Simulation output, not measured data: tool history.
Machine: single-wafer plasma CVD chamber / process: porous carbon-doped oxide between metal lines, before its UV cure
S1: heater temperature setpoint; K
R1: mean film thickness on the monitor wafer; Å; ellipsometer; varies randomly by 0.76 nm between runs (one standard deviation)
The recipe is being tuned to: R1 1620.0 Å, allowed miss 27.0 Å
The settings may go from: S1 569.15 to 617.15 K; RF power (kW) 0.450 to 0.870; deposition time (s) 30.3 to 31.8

{"run": 1, "hour": 0.0, "S1": 593.15, "RF power (kW)": 0.66, "deposition time (s)": 31.8, "R1": 1942.1}
{"run": 2, "hour": 0.7, "S1": 593.15, "RF power (kW)": 0.66, "deposition time (s)": 31.8, "R1": 1926.8}
{"run": 3, "hour": 3.4, "S1": 593.15, "RF power (kW)": 0.66, "deposition time (s)": 31.8, "R1": 1923.8}
{"run": 4, "hour": 9.7, "S1": 597.15, "RF power (kW)": 0.645, "deposition time (s)": 31.8, "R1": 1886.5}
{"run": 5, "hour": 11.2, "S1": 597.15, "RF power (kW)": 0.74, "deposition time (s)": 31.8, "R1": 2018.1}
{"run": 6, "hour": 19.6, "S1": 597.15, "RF power (kW)": 0.835, "deposition time (s)": 31.8, "R1": 2164.0}
{"run": 7, "hour": 27.1, "S1": 600.15, "RF power (kW)": 0.785, "deposition time (s)": 31.6, "R1": 2055.3}
{"run": 8, "hour": 35.0, "S1": 602.15, "RF power (kW)": 0.74, "deposition time (s)": 31.4, "R1": 1952.9}
{"run": 9, "hour": 37.7, "S1": 604.15, "RF power (kW)": 0.705, "deposition time (s)": 31.3, "R1": 1898.4}
{"run": 10, "hour": 38.7, "S1": 604.15, "RF power (kW)": 0.705, "deposition time (s)": 31.3, "R1": 1889.1}
{"run": 11, "hour": 41.6, "S1": 606.15, "RF power (kW)": 0.675, "deposition time (s)": 31.2, "R1": 1811.5}
{"run": 12, "hour": 48.7, "S1": 608.15, "RF power (kW)": 0.66, "deposition time (s)": 31.1, "R1": 1770.9}
{"run": 13, "hour": 55.3, "S1": 609.15, "RF power (kW)": 0.645, "deposition time (s)": 31.1, "R1": 1748.4}
{"run": 14, "hour": 59.3, "S1": 610.15, "RF power (kW)": 0.635, "deposition time (s)": 31.1, "R1": 1729.5}
{"run": 15, "hour": 62.9, "S1": 611.15, "RF power (kW)": 0.625, "deposition time (s)": 31.1, "R1": 1709.8}
{"run": 16, "hour": 69.9, "S1": 612.15, "RF power (kW)": 0.615, "deposition time (s)": 31.1, "R1": 1689.5}

Exactly one of the 5 candidate moves below puts every result within its allowed miss. Which one?
{"run": "A", "hour": 76.9, "S1": 603.15, "RF power (kW)": 0.555, "deposition time (s)": 31.4, "R1": "?"}
{"run": "B", "hour": 76.9, "S1": 608.15, "RF power (kW)": 0.585, "deposition time (s)": 30.3, "R1": "?"}
{"run": "C", "hour": 76.9, "S1": 606.15, "RF power (kW)": 0.615, "deposition time (s)": 30.3, "R1": "?"}
{"run": "D", "hour": 76.9, "S1": 612.15, "RF power (kW)": 0.495, "deposition time (s)": 31.8, "R1": "?"}
{"run": "E", "hour": 76.9, "S1": 610.15, "RF power (kW)": 0.57, "deposition time (s)": 31.8, "R1": "?"}

move=A R1=1676.4
move=B R1=1630.4
move=C R1=1686.9
move=D R1=1543.8
move=E R1=1672.6
A: nearer than the last run, and not there yet
B: in spec on every target
C: no better and no worse than the last run
D: carries the result that was furthest off beyond its target, to the other side
E: nearer than the last run, and not there yet
B meets every target.

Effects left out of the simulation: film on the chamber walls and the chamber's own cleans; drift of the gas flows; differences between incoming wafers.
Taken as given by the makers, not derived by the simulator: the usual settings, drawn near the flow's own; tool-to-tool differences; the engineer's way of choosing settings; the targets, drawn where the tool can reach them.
